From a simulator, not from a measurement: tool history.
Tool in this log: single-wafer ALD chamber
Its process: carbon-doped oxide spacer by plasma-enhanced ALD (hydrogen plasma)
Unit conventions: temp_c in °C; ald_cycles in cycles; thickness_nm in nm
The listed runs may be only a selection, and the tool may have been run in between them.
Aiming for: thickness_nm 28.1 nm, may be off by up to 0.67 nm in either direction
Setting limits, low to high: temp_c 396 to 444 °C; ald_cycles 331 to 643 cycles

run	day	temp_c	ald_cycles	thickness_nm
1	0	420	487	22.953
2	0.296	418	502	23.83
3	0.6	410	502	24.347
4	0.921	410	544	26.455
5	1.1	405	544	26.695
6	1.467	412	544	26.284
7	1.788	411	549	26.525
8	2.088	410	553	26.836
9	2.3	409	556	27.007
10	2.592	408	559	27.247
11	2.962	408	561	27.462

Which one of the following 5 next-run settings gets every result inside its allowed miss? There is exactly one.
A	3.333	416	556	?
B	3.333	407	544	?
C	3.333	411	586	?
D	3.333	409	533	?
E	3.333	400	597	?

move	thickness_nm
A	26.483
B	26.63
C	28.342
D	25.935
E	29.838
A: misses by more than the last run did
B: misses by more than the last run did
C: meets every target
D: misses by more than the last run did
E: carries the result that was furthest off beyond its target, to the other side
Answer: C
